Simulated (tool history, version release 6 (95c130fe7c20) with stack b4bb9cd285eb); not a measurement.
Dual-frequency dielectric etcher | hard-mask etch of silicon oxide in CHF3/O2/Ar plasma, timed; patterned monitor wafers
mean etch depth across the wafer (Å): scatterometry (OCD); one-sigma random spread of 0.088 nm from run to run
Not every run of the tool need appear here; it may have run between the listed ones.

run,day,source power (W),bias power (W),etch time (s),mean etch depth across the wafer (Å)
1,0.000,870,234,17.5,453.77
2,0.158,870,261,17.5,468.80
3,0.488,870,261,16.5,442.01
4,0.608,870,261,17.5,471.00
5,0.700,800,251,17.5,447.78
6,0.925,740,244,17.5,433.07
7,1.229,690,238,17.5,420.98

Forecast run 8:
8,1.525,650,233,17.5,?

mean etch depth across the wafer (Å): 406.44

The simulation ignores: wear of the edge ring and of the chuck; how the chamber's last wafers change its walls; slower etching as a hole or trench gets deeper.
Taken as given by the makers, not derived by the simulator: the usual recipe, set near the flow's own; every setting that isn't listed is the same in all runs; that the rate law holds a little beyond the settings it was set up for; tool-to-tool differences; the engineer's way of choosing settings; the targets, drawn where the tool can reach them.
